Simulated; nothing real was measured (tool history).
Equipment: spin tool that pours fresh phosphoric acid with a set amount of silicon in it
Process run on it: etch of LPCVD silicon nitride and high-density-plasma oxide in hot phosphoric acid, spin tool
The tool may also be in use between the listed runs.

run	hour	temperature setpoint of the liquid (C)	silicon dissolved in the acid as it is poured (mg a litre)	time under the liquid (s)	thickness taken off the LPCVD silicon nitride on a monitor wafer (nm)	thickness taken off the high-density-plasma oxide on a monitor wafer (nm)
1	0.0	159.0	17.5	110	11.2590	0.33845
2	5.2	157.5	17.5	110	10.7040	0.38586
3	11.7	157.5	17.5	75	7.2605	0.25286
4	12.4	157.5	17.5	40	3.8767	0.11678
5	15.3	158.0	17.0	50	4.9632	0.15839
6	16.7	159.0	15.5	55	5.6445	0.19744
7	20.3	160.0	16.0	60	6.3053	0.22937

Run 8 has not been measured yet. What should we expect?
8	22.9	160.5	17.5	65	?	?

{"run 8": {"thickness taken off the LPCVD silicon nitride on a monitor wafer (nm)": 7.0066, "thickness taken off the high-density-plasma oxide on a monitor wafer (nm)": 0.22645}}
